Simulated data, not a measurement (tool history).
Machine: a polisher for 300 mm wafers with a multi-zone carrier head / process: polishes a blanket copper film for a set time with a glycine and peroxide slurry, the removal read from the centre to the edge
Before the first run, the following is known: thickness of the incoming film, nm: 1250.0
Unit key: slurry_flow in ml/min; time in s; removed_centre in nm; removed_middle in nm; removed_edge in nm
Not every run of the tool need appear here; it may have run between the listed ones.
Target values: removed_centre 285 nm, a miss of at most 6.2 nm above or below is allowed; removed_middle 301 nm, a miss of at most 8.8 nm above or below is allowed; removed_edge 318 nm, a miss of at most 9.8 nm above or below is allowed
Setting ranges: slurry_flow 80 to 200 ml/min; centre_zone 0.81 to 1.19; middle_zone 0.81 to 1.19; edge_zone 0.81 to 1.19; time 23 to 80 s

Run 1, hour 0: slurry_flow 130 ml/min, centre_zone 1, middle_zone 1, edge_zone 1, time 51 s. Result: removed_centre 229.99 nm, removed_middle 229.79 nm, removed_edge 230.26 nm.
Run 2, hour 8.7: slurry_flow 130 ml/min, centre_zone 1, middle_zone 0.97, edge_zone 1, time 51 s. Result: removed_centre 230.97 nm, removed_middle 220.77 nm, removed_edge 229.61 nm.
Run 3, hour 11.8: slurry_flow 110 ml/min, centre_zone 1, middle_zone 0.97, edge_zone 1, time 51 s. Result: removed_centre 218.36 nm, removed_middle 218.82 nm, removed_edge 222.28 nm.
Run 4, hour 12.7: slurry_flow 110 ml/min, centre_zone 1.04, middle_zone 0.97, edge_zone 1, time 51 s. Result: removed_centre 229.18 nm, removed_middle 217.84 nm, removed_edge 221.43 nm.
Run 5, hour 18: slurry_flow 110 ml/min, centre_zone 1.04, middle_zone 0.97, edge_zone 1, time 42 s. Result: removed_centre 191.09 nm, removed_middle 181.67 nm, removed_edge 186.72 nm.
Run 6, hour 23.4: slurry_flow 110 ml/min, centre_zone 1.04, middle_zone 0.97, edge_zone 0.92, time 42 s. Result: removed_centre 188.9 nm, removed_middle 180.16 nm, removed_edge 180.52 nm.
Run 7, hour 25: slurry_flow 115 ml/min, centre_zone 1.02, middle_zone 0.98, edge_zone 0.96, time 45 s. Result: removed_centre 201.87 nm, removed_middle 197.7 nm, removed_edge 195.47 nm.
Run 8, hour 29.8: slurry_flow 125 ml/min, centre_zone 1.01, middle_zone 0.99, edge_zone 0.99, time 47 s. Result: removed_centre 212.67 nm, removed_middle 209.86 nm, removed_edge 207.46 nm.
Run 9, hour 35.5: slurry_flow 125 ml/min, centre_zone 1, middle_zone 0.99, edge_zone 1.01, time 49 s. Result: removed_centre 216.75 nm, removed_middle 220.17 nm, removed_edge 214.5 nm.
Run 10, hour 38.7: slurry_flow 125 ml/min, centre_zone 0.99, middle_zone 0.98, edge_zone 1.02, time 52 s. Result: removed_centre 227.06 nm, removed_middle 227.54 nm, removed_edge 234.26 nm.
Run 11, hour 40: slurry_flow 130 ml/min, centre_zone 0.98, middle_zone 0.99, edge_zone 1.04, time 53 s. Result: removed_centre 233.58 nm, removed_middle 237.85 nm, removed_edge 242.93 nm.
Run 12, hour 43: slurry_flow 135 ml/min, centre_zone 0.97, middle_zone 1, edge_zone 1.06, time 54 s. Result: removed_centre 236.77 nm, removed_middle 241.41 nm, removed_edge 248.11 nm.

Consider the 4 candidate settings below. Which is the only one whose results all fall within their allowed miss of target?
Run A, hour 46: slurry_flow 145 ml/min, centre_zone 0.94, middle_zone 0.98, edge_zone 1.16, time 66 s. Result: removed_centre ?, removed_middle ?, removed_edge ?.
Run B, hour 46: slurry_flow 140 ml/min, centre_zone 0.93, middle_zone 1.03, edge_zone 1.04, time 64 s. Result: removed_centre ?, removed_middle ?, removed_edge ?.
Run C, hour 46: slurry_flow 150 ml/min, centre_zone 0.92, middle_zone 0.97, edge_zone 0.92, time 67 s. Result: removed_centre ?, removed_middle ?, removed_edge ?.
Run D, hour 46: slurry_flow 140 ml/min, centre_zone 0.98, middle_zone 1.03, edge_zone 1.06, time 64 s. Result: removed_centre ?, removed_middle ?, removed_edge ?.

move  removed_centre  removed_middle  removed_edge
   A          283.57          302.68        316.59
   B          270.42          304.48        292.63
   C          283.35          306.35        295.27
   D          285.08          304.39        294.79
A: all results land within tolerance of their targets
B: moves toward the targets from the last run without getting all of them in spec
C: brings the result that was furthest off to its target, and leaves another outside
D: brings the result that was furthest off to its target, and leaves another outside
A meets every target.
